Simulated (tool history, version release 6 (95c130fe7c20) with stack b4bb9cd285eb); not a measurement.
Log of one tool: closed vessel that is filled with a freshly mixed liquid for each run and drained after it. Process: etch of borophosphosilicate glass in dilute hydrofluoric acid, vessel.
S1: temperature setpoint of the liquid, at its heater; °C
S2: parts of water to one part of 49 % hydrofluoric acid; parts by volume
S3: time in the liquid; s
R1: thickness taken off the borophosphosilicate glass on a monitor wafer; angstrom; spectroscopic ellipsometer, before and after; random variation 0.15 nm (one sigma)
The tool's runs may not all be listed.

run	hour	S1	S2	S3	R1
1	0.0	25.0	115	95	409.25
2	7.0	23.5	115	95	382.50
3	9.2	23.5	115	95	384.32
4	14.6	22.5	115	95	369.54
5	19.6	22.5	115	100	385.08
6	24.6	21.5	115	100	372.51
7	27.2	21.0	115	100	363.19

The next listed run, before its measurement:
8	28.2	20.5	115	100	?

Run 8 gave R1 359.63 angstrom.

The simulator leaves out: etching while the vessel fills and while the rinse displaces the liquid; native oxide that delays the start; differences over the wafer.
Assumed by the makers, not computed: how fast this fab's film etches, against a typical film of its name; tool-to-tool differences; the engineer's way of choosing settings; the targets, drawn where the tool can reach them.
